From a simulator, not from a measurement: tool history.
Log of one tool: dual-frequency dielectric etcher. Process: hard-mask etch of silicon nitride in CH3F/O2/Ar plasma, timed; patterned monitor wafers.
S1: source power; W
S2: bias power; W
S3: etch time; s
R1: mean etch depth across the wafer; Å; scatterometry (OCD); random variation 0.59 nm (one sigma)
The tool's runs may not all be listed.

| run | day | S1 | S2 | S3 | R1 |
|---|---|---|---|---|---|
| 1 | 0 | 290 | 97 | 326.5 | 2196.2 |
| 2 | 0.067 | 290 | 84 | 326.5 | 2094.6 |
| 3 | 0.379 | 290 | 84 | 326.5 | 2074.8 |
| 4 | 0.642 | 280 | 83 | 326.5 | 2050.6 |
| 5 | 0.729 | 280 | 83 | 326.5 | 2046.1 |
| 6 | 0.767 | 270 | 83 | 326.5 | 2008.2 |
| 7 | 0.9 | 260 | 83 | 326.5 | 1971 |

Forecast run 8:
| 8 | 1.188 | 240 | 82 | 326.5 | ? |

R1: 1895.5 Å
